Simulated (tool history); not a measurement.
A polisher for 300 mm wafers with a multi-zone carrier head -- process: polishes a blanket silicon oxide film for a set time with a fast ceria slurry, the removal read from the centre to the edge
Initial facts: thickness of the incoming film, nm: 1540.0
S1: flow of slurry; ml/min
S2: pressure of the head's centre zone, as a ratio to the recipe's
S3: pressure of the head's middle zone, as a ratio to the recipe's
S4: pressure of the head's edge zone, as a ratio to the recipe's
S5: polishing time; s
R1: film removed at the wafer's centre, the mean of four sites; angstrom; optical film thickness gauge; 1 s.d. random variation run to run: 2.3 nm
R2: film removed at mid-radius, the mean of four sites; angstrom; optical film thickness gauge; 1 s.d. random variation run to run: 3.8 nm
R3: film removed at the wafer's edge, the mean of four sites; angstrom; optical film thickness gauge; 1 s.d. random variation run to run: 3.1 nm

run,day,S1,S2,S3,S4,S5,R1,R2,R3
1,0,255,1,1,1,31,5516.3,5266.3,5242.4
2,0.375,255,1,1,1.06,31,5599,5254.5,5505.6
3,0.592,255,1,1,1.01,31,5626.4,5326.3,5306.2
4,0.638,245,0.97,0.96,0.99,28,4908.6,4565,4734.7
# day 0.846: centre zone pressure recalibrated
5,0.846,245,0.9,0.96,0.99,28,4503.6,4505.3,4696.8
6,1.192,245,0.83,0.96,0.99,28,4317.2,4633,4767.7
7,1.529,235,0.83,0.93,0.95,26,4006.8,4052.5,4377.8
8,1.9,235,0.84,0.93,0.92,24,3652.7,3796.8,3896.5
9,1.925,195,0.89,0.83,0.86,20,3063.6,2726.5,3129.3

What will run 10 give?
10,2.029,210,0.89,0.84,0.86,20,?,?,?

R1: 3100.2 angstrom
R2: 2851 angstrom
R3: 3137.2 angstrom

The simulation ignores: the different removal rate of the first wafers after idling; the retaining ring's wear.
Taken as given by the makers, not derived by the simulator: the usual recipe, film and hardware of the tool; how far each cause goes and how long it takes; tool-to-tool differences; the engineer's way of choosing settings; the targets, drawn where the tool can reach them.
